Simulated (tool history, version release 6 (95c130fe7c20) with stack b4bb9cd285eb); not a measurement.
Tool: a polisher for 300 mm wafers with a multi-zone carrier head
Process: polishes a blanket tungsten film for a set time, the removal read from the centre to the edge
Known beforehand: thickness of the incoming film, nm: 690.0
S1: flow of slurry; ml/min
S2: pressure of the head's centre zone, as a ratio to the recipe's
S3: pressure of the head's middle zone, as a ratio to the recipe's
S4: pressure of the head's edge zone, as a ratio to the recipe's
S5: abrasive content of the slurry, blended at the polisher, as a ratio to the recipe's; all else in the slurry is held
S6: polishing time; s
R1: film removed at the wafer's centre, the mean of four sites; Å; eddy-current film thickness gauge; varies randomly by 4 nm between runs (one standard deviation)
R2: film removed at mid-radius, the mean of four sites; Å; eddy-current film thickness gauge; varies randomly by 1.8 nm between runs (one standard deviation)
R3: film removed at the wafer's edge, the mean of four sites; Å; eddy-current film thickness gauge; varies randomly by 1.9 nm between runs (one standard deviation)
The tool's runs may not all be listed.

run 1 day=0.000 | S1=190 S2=1.00 S3=1.00 S4=1.00 S5=1.00 S6=57 | R1=2161.8 R2=2140.8 R3=2215.3
run 2 day=0.162 | S1=190 S2=1.00 S3=1.00 S4=1.03 S5=1.00 S6=57 | R1=2132.0 R2=2177.6 R3=2219.5
run 3 day=0.492 | S1=190 S2=1.04 S3=1.00 S4=1.03 S5=1.00 S6=57 | R1=2228.4 R2=2161.7 R3=2235.5
run 4 day=0.596 | S1=190 S2=1.04 S3=1.00 S4=1.03 S5=1.00 S6=64 | R1=2531.3 R2=2426.2 R3=2508.5
run 5 day=0.908 | S1=195 S2=1.04 S3=0.97 S4=1.05 S5=1.05 S6=64 | R1=2595.1 R2=2428.7 R3=2594.9
run 6 day=1.146 | S1=195 S2=1.04 S3=0.97 S4=1.05 S5=1.05 S6=54 | R1=2139.8 R2=2051.1 R3=2191.6
run 7 day=1.388 | S1=205 S2=1.05 S3=0.95 S4=1.07 S5=1.15 S6=54 | R1=2252.9 R2=2099.2 R3=2259.7
run 8 day=1.704 | S1=205 S2=1.05 S3=0.92 S4=1.09 S5=1.20 S6=55 | R1=2359.5 R2=2121.4 R3=2397.0

What will run 9 give?
run 9 day=2.017 | S1=210 S2=1.05 S3=0.91 S4=1.11 S5=1.25 S6=55 | R1=? R2=? R3=?

Run 9 yielded R1 2361.7 Å, R2 2075.2 Å, R3 2423.6 Å.
